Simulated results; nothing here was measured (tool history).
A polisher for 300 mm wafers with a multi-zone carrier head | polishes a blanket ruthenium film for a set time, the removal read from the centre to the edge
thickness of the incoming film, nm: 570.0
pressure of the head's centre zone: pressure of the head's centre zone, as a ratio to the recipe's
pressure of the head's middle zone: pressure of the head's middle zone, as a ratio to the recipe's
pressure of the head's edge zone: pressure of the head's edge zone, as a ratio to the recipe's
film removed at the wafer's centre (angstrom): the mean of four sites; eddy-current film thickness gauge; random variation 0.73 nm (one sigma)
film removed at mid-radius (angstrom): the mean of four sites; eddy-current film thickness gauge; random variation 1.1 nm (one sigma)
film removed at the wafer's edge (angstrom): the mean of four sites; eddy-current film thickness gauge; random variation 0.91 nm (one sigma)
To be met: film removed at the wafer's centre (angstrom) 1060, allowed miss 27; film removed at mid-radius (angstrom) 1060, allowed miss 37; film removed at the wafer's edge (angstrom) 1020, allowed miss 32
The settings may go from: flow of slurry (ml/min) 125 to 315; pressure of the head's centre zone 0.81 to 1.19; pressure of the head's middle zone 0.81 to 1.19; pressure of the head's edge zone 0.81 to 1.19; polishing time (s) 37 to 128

run	hour	flow of slurry (ml/min)	pressure of the head's centre zone	pressure of the head's middle zone	pressure of the head's edge zone	polishing time (s)	film removed at the wafer's centre (angstrom)	film removed at mid-radius (angstrom)	film removed at the wafer's edge (angstrom)
1	0	205	1	1	1	82	903.1	903.23	868.76
2	0.6	215	1.01	1.01	1.02	83	919.65	947.32	886.28
3	9.3	220	1.02	1.01	1.04	84	963.22	931.3	898.06
4	14.9	220	0.98	1.01	1.04	84	925.06	940.4	918.69
5	23.8	195	0.98	1.01	1.04	84	909.7	929.07	907.25
6	27.4	195	1.03	1.01	1.04	84	935.32	926.08	899.62
7	31.8	205	1.03	1.02	1.06	85	978.79	940.25	919.79
8	39	210	1.02	1.03	1.07	86	973.39	945.31	947.79
9	43.3	220	1.02	1.04	1.07	87	995.35	1004.5	949.18
10	46.4	225	1.02	1.04	1.08	87	988.67	998.38	943.52
11	52.1	225	1.02	1.04	1.09	88	1009.7	1006.3	965.44

5 next moves are on the table. One of them brings every result within its allowed miss. Which?
A	57.8	180	1.06	1.07	1.14	93	?	?	?
B	57.8	285	1.07	1.12	0.98	84	?	?	?
C	57.8	260	1.03	1.19	0.97	83	?	?	?
D	57.8	270	1.11	1.1	0.98	85	?	?	?
E	57.8	210	1.01	1.11	1.13	90	?	?	?

move	film removed at the wafer's centre (angstrom)	film removed at mid-radius (angstrom)	film removed at the wafer's edge (angstrom)
A	1076.4	1057	1008.3
B	1032.7	1035	889.11
C	973.49	1063.8	869.11
D	1078.5	1027.6	896.64
E	1010.7	1069.9	983.72
A: meets every target
B: further off than the last run
C: further off than the last run
D: brings the result that was furthest off to its target, and leaves another outside
E: as far off as the last run
Move A is the one to make.
